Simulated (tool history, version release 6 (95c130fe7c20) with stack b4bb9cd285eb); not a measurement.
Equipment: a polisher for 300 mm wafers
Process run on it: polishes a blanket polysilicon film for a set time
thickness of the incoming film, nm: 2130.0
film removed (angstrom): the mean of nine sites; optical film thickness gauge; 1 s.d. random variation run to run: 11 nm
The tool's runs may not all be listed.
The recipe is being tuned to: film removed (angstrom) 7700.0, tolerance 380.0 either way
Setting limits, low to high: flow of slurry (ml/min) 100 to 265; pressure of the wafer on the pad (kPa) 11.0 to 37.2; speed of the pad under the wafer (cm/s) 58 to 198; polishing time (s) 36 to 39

| run | hour | flow of slurry (ml/min) | pressure of the wafer on the pad (kPa) | speed of the pad under the wafer (cm/s) | polishing time (s) | film removed (angstrom) |
|---|---|---|---|---|---|---|
| 1 | 0.0 | 170 | 24.1 | 128 | 39 | 4339.0 |
| 2 | 4.7 | 170 | 20.7 | 128 | 39 | 3747.4 |
| 3 | 9.9 | 145 | 20.7 | 128 | 39 | 3661.9 |
| 4 | 11.7 | 145 | 22.1 | 128 | 39 | 3840.6 |
| 5 | 19.7 | 145 | 22.1 | 128 | 36 | 3551.7 |
| 6 | 20.3 | 170 | 22.1 | 128 | 36 | 3686.0 |
| 7 | 23.7 | 170 | 23.4 | 130 | 36 | 3884.9 |
| 8 | 25.3 | 170 | 24.8 | 132 | 36 | 4167.9 |
| 9 | 31.8 | 170 | 26.2 | 134 | 36 | 4425.9 |
| 10 | 33.6 | 170 | 27.6 | 136 | 36 | 4763.3 |
| 11 | 36.2 | 170 | 28.3 | 138 | 36 | 5036.3 |
| 12 | 44.1 | 175 | 35.2 | 144 | 36 | 6519.3 |
| 13 | 51.3 | 175 | 35.2 | 146 | 36 | 6540.5 |

Which single option among these 4 for the next run brings every result within its allowed miss of target? Just one does.
| A | 58.5 | 200 | 35.2 | 136 | 39 | ? |
| B | 58.5 | 185 | 33.8 | 142 | 39 | ? |
| C | 58.5 | 175 | 36.5 | 176 | 39 | ? |
| D | 58.5 | 190 | 37.2 | 146 | 39 | ? |

| move | film removed (angstrom) |
|---|---|
| A | 6773.4 |
| B | 6718.6 |
| C | 8870.9 |
| D | 7621.1 |
A: better than the last run, though not everything is in spec
B: better than the last run, though not everything is in spec
C: pushes the last run's worst result past its target
D: every result within its allowed miss
D meets every target.
